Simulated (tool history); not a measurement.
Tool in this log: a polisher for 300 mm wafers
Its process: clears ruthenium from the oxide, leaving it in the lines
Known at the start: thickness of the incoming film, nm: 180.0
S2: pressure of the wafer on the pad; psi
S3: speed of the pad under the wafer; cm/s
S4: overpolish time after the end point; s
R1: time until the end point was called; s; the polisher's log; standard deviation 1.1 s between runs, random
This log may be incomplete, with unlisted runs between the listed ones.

run 1 hour=0.0 | flow_of_slurry_(ml/min)=150 S2=2.5 S3=126 S4=9 | R1=103.96
run 2 hour=7.7 | flow_of_slurry_(ml/min)=150 S2=1.9 S3=126 S4=9 | R1=131.92
run 3 hour=10.8 | flow_of_slurry_(ml/min)=130 S2=1.9 S3=126 S4=9 | R1=135.03
run 4 hour=13.1 | flow_of_slurry_(ml/min)=130 S2=1.5 S3=126 S4=9 | R1=168.20
-- hour=19.3 worn pad replaced by a new one
run 5 hour=19.3 | flow_of_slurry_(ml/min)=110 S2=1.5 S3=126 S4=9 | R1=167.51
run 6 hour=25.6 | flow_of_slurry_(ml/min)=110 S2=1.9 S3=128 S4=9 | R1=130.14

What does the tool deliver on the next run?
run 7 hour=30.5 | flow_of_slurry_(ml/min)=110 S2=2.1 S3=128 S4=9 | R1=?

{"run 7": {"R1": 117.83}}
